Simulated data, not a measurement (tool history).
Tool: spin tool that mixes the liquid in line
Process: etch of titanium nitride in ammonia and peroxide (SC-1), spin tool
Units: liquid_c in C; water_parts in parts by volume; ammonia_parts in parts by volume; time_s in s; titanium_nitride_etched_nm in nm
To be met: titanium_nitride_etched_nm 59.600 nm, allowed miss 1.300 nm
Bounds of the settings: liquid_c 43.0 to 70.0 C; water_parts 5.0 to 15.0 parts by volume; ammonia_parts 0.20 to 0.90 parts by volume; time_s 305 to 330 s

run,hour,liquid_c,water_parts,ammonia_parts,time_s,titanium_nitride_etched_nm
1,0.0,59.0,8.5,0.50,305,34.325
2,1.7,62.0,8.5,0.50,305,41.440
3,3.6,62.5,8.5,0.50,305,42.545
4,10.2,63.0,8.5,0.50,305,44.153
5,10.9,63.0,8.5,0.50,330,47.632
6,15.7,63.5,8.5,0.50,330,49.131
7,17.3,64.0,8.5,0.50,330,50.862
8,24.5,64.5,8.5,0.50,330,52.344
9,27.9,67.0,8.5,0.50,330,61.684

Which of these 5 next moves meets every target?
A,31.3,66.0,7.5,0.40,330,?
B,31.3,64.5,5.5,0.35,305,?
C,31.3,68.5,9.0,0.65,310,?
D,31.3,68.0,8.0,0.55,310,?
E,31.3,65.5,5.5,0.65,305,?

move,titanium_nitride_etched_nm
A,59.220
B,56.687
C,64.401
D,64.451
E,66.638
A: meets every target
B: takes the result that was furthest off past its target
C: further off than the last run
D: further off than the last run
E: further off than the last run
The right move is A.
